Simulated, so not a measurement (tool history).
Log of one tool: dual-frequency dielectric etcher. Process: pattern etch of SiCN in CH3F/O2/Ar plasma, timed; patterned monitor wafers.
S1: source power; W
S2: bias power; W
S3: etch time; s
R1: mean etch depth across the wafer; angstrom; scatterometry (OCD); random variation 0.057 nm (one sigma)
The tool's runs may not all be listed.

| run | hour | S1 | S2 | S3 | R1 |
|---|---|---|---|---|---|
| 1 | 0.0 | 360 | 54 | 47.5 | 146.78 |
| 2 | 1.4 | 340 | 54 | 47.5 | 144.11 |
| 3 | 7.4 | 340 | 58 | 47.5 | 147.47 |
| 4 | 9.0 | 380 | 58 | 47.5 | 152.64 |
| 5 | 14.5 | 380 | 58 | 43.5 | 140.60 |
| 6 | 19.3 | 440 | 58 | 43.5 | 147.16 |

Forecast run 7:
| 7 | 20.7 | 410 | 55 | 43.5 | ? |

R1: 141.59 angstrom
